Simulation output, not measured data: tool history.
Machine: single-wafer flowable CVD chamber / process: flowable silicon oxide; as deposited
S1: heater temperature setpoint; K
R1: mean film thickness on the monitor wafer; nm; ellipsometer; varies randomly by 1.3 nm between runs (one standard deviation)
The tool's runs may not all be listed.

run 1 day=0.000 | S1=363.15 chamber_pressure_(Pa)=92.5 RF_power_(W)=2580 deposition_time_(s)=643 | R1=430.05
run 2 day=0.042 | S1=366.15 chamber_pressure_(Pa)=92.4 RF_power_(W)=2580 deposition_time_(s)=643 | R1=382.42
run 3 day=0.088 | S1=368.15 chamber_pressure_(Pa)=92.4 RF_power_(W)=2580 deposition_time_(s)=643 | R1=360.34
run 4 day=0.308 | S1=368.15 chamber_pressure_(Pa)=92.4 RF_power_(W)=2580 deposition_time_(s)=613 | R1=343.15
run 5 day=0.425 | S1=370.15 chamber_pressure_(Pa)=92.4 RF_power_(W)=2580 deposition_time_(s)=613 | R1=317.85
run 6 day=0.583 | S1=371.15 chamber_pressure_(Pa)=92.4 RF_power_(W)=2580 deposition_time_(s)=613 | R1=306.44
run 7 day=0.783 | S1=371.15 chamber_pressure_(Pa)=92.4 RF_power_(W)=2580 deposition_time_(s)=613 | R1=310.00

For run 8, what comes out?
run 8 day=0.908 | S1=372.15 chamber_pressure_(Pa)=92.4 RF_power_(W)=2580 deposition_time_(s)=613 | R1=?

Run 8 came out at R1 295.87 nm.

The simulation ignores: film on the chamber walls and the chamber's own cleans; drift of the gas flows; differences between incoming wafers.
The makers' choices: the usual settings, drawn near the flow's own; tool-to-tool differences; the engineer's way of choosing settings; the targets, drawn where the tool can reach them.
